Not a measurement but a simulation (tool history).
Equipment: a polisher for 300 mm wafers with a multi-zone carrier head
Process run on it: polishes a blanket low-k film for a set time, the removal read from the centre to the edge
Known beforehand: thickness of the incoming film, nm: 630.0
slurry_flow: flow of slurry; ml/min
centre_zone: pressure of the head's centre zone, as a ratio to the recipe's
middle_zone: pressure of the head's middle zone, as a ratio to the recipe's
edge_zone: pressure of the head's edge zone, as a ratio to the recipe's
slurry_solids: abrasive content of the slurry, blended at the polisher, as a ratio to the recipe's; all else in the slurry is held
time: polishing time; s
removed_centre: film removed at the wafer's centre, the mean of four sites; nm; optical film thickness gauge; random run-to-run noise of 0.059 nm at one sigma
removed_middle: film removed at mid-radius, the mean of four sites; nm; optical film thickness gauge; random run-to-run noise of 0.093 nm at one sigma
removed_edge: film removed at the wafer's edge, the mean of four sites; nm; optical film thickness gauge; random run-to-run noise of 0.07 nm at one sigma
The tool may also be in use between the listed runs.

run 1 day=0.000 | slurry_flow=245 centre_zone=1.00 middle_zone=1.00 edge_zone=1.00 slurry_solids=1.00 time=45 | removed_centre=16.6590 removed_middle=15.8270 removed_edge=16.1470
run 2 day=0.333 | slurry_flow=235 centre_zone=0.97 middle_zone=0.95 edge_zone=0.98 slurry_solids=0.85 time=40 | removed_centre=13.0350 removed_middle=12.2980 removed_edge=12.9110
run 3 day=0.421 | slurry_flow=235 centre_zone=0.97 middle_zone=0.98 edge_zone=0.98 slurry_solids=0.85 time=40 | removed_centre=13.0410 removed_middle=12.6020 removed_edge=12.8610
run 4 day=0.783 | slurry_flow=235 centre_zone=0.97 middle_zone=0.98 edge_zone=0.98 slurry_solids=1.05 time=40 | removed_centre=14.7510 removed_middle=14.1920 removed_edge=14.4920
run 5 day=0.912 | slurry_flow=235 centre_zone=0.97 middle_zone=0.92 edge_zone=0.98 slurry_solids=1.05 time=40 | removed_centre=14.3600 removed_middle=12.9170 removed_edge=14.3110
run 6 day=1.054 | slurry_flow=205 centre_zone=0.97 middle_zone=0.92 edge_zone=0.98 slurry_solids=1.05 time=40 | removed_centre=14.1940 removed_middle=12.8240 removed_edge=14.0420
run 7 day=1.146 | slurry_flow=200 centre_zone=0.95 middle_zone=0.89 edge_zone=0.97 slurry_solids=0.90 time=38 | removed_centre=12.1920 removed_middle=11.0540 removed_edge=12.4600
run 8 day=1.250 | slurry_flow=190 centre_zone=0.93 middle_zone=0.81 edge_zone=0.89 slurry_solids=0.65 time=28 | removed_centre=7.1418 removed_middle=6.1480 removed_edge=7.1864
run 9 day=1.379 | slurry_flow=210 centre_zone=0.93 middle_zone=0.82 edge_zone=0.93 slurry_solids=0.65 time=28 | removed_centre=7.3171 removed_middle=6.5289 removed_edge=7.4433
run 10 day=1.721 | slurry_flow=215 centre_zone=0.98 middle_zone=0.81 edge_zone=1.03 slurry_solids=0.65 time=28 | removed_centre=7.7525 removed_middle=6.3236 removed_edge=7.8557
run 11 day=1.796 | slurry_flow=220 centre_zone=0.97 middle_zone=0.83 edge_zone=1.04 slurry_solids=0.65 time=28 | removed_centre=7.6720 removed_middle=6.5309 removed_edge=7.9826

What will run 12 give?
-- day=2.167 centre zone pressure recalibrated
run 12 day=2.167 | slurry_flow=225 centre_zone=0.97 middle_zone=0.84 edge_zone=1.05 slurry_solids=0.65 time=28 | removed_centre=? removed_middle=? removed_edge=?

{"run 12": {"removed_centre": 7.3954, "removed_middle": 6.5914, "removed_edge": 7.9628}}
